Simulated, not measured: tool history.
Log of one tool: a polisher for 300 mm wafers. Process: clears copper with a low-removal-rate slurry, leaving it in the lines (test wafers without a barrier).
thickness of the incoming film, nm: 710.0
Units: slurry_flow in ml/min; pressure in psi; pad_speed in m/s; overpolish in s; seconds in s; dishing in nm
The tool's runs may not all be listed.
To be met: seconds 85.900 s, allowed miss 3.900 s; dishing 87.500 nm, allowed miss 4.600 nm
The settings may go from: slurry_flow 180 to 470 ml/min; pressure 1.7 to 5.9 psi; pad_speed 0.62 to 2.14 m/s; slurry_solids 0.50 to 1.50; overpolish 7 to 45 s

| run | hour | slurry_flow | pressure | pad_speed | slurry_solids | overpolish | seconds | dishing |
|---|---|---|---|---|---|---|---|---|
| 1 | 0.0 | 300 | 3.8 | 1.38 | 1.00 | 23 | 157.960 | 56.360 |
| 2 | 0.9 | 300 | 4.3 | 1.40 | 1.00 | 23 | 137.180 | 61.051 |
| 3 | 6.5 | 250 | 4.3 | 1.40 | 1.00 | 23 | 138.370 | 59.579 |
| 4 | 12.6 | 250 | 4.3 | 1.64 | 1.00 | 23 | 117.180 | 68.491 |
| 5 | 13.2 | 250 | 3.8 | 1.64 | 1.00 | 23 | 131.210 | 61.599 |
| 6 | 17.2 | 250 | 3.8 | 1.94 | 1.00 | 23 | 112.440 | 69.484 |
| 7 | 22.9 | 250 | 4.0 | 1.94 | 1.00 | 23 | 107.190 | 68.094 |
| 8 | 31.6 | 250 | 4.2 | 1.94 | 1.00 | 24 | 104.560 | 73.114 |
| 9 | 35.5 | 250 | 4.4 | 1.94 | 1.00 | 24 | 98.505 | 77.568 |
| 10 | 38.7 | 250 | 4.5 | 1.94 | 1.00 | 24 | 98.305 | 75.466 |

Which of these 5 next moves meets every target?
| A | 41.9 | 305 | 4.2 | 1.78 | 0.95 | 40 | ? | ? |
| B | 41.9 | 245 | 4.3 | 1.94 | 1.00 | 35 | ? | ? |
| C | 41.9 | 305 | 4.5 | 2.06 | 0.90 | 20 | ? | ? |
| D | 41.9 | 310 | 4.7 | 2.04 | 1.00 | 28 | ? | ? |
| E | 41.9 | 290 | 4.3 | 2.08 | 0.95 | 19 | ? | ? |

| move | seconds | dishing |
|---|---|---|
| A | 113.590 | 88.717 |
| B | 103.640 | 87.692 |
| C | 92.895 | 71.969 |
| D | 88.186 | 86.589 |
| E | 95.805 | 68.522 |
A: further off than the last run
B: further off than the last run
C: further off than the last run
D: meets every target
E: further off than the last run
Move D is the one to make.

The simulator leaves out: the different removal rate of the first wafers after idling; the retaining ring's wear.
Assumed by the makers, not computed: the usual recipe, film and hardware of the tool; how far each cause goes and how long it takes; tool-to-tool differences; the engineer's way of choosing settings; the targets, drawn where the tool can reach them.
